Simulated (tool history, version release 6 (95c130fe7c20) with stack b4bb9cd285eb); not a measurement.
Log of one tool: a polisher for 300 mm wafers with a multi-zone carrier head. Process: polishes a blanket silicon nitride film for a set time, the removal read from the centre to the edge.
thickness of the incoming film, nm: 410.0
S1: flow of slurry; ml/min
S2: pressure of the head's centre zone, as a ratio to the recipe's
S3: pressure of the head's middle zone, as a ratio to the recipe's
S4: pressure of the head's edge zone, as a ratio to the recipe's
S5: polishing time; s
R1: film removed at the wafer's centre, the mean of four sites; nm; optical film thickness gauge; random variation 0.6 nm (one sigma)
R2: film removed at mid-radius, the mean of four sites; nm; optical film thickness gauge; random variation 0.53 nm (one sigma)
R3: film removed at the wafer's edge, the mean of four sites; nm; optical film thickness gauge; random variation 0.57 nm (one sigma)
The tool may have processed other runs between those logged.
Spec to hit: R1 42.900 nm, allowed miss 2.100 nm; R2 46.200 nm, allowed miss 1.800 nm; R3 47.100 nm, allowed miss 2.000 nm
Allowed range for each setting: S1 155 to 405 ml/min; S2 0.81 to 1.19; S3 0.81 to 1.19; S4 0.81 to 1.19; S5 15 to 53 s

{"run": 1, "hour": 0.0, "S1": 260, "S2": 1.0, "S3": 1.0, "S4": 1.0, "S5": 34, "R1": 71.768, "R2": 73.229, "R3": 71.349}
{"run": 2, "hour": 3.3, "S1": 260, "S2": 1.0, "S3": 1.0, "S4": 0.93, "S5": 34, "R1": 72.038, "R2": 71.913, "R3": 69.385}
{"run": 3, "hour": 8.2, "S1": 260, "S2": 0.99, "S3": 0.99, "S4": 0.93, "S5": 33, "R1": 69.016, "R2": 70.869, "R3": 67.091}
{"run": 4, "hour": 17.2, "S1": 255, "S2": 0.98, "S3": 0.97, "S4": 0.93, "S5": 32, "R1": 67.798, "R2": 67.24, "R3": 66.54}
{"run": 5, "hour": 22.2, "S1": 255, "S2": 0.95, "S3": 0.97, "S4": 0.93, "S5": 32, "R1": 66.829, "R2": 66.719, "R3": 67.472}
{"run": 6, "hour": 28.7, "S1": 255, "S2": 0.95, "S3": 0.97, "S4": 0.89, "S5": 32, "R1": 67.002, "R2": 67.092, "R3": 66.18}
{"run": 7, "hour": 32.7, "S1": 255, "S2": 0.94, "S3": 0.97, "S4": 0.89, "S5": 31, "R1": 62.003, "R2": 65.587, "R3": 63.501}
{"run": 8, "hour": 39.4, "S1": 240, "S2": 0.89, "S3": 0.87, "S4": 0.85, "S5": 21, "R1": 40.321, "R2": 40.984, "R3": 43.001}
{"run": 9, "hour": 48.4, "S1": 245, "S2": 0.89, "S3": 0.88, "S4": 0.86, "S5": 21, "R1": 39.952, "R2": 41.629, "R3": 42.475}
{"run": 10, "hour": 54.7, "S1": 245, "S2": 0.89, "S3": 0.88, "S4": 0.87, "S5": 21, "R1": 39.335, "R2": 41.704, "R3": 42.907}
{"run": 11, "hour": 57.0, "S1": 245, "S2": 0.89, "S3": 0.88, "S4": 0.88, "S5": 21, "R1": 39.531, "R2": 41.658, "R3": 43.682}
{"run": 12, "hour": 58.5, "S1": 245, "S2": 0.89, "S3": 0.89, "S4": 0.89, "S5": 21, "R1": 40.368, "R2": 42.521, "R3": 42.961}
{"run": 13, "hour": 66.1, "S1": 260, "S2": 0.86, "S3": 0.89, "S4": 0.95, "S5": 24, "R1": 45.338, "R2": 47.519, "R3": 49.873}

4 candidate next runs follow, results not yet known. Just one meets every target within its allowed miss. Identify it.
{"run": "A", "hour": 73.7, "S1": 365, "S2": 1.1, "S3": 1.18, "S4": 0.93, "S5": 21, "R1": "?", "R2": "?", "R3": "?"}
{"run": "B", "hour": 73.7, "S1": 250, "S2": 0.87, "S3": 0.99, "S4": 1.01, "S5": 20, "R1": "?", "R2": "?", "R3": "?"}
{"run": "C", "hour": 73.7, "S1": 155, "S2": 0.82, "S3": 0.83, "S4": 1.0, "S5": 26, "R1": "?", "R2": "?", "R3": "?"}
{"run": "D", "hour": 73.7, "S1": 335, "S2": 0.87, "S3": 0.94, "S4": 0.98, "S5": 22, "R1": "?", "R2": "?", "R3": "?"}

move=A R1=49.598 R2=50.285 R3=44.820
move=B R1=37.475 R2=41.474 R3=42.734
move=C R1=42.647 R2=45.207 R3=52.411
move=D R1=42.638 R2=45.643 R3=47.633
A: takes the biggest miss from the last run beyond its target
B: takes the biggest miss from the last run beyond its target
C: its largest miss is bigger than the last run's
D: all results in spec
Answer: D
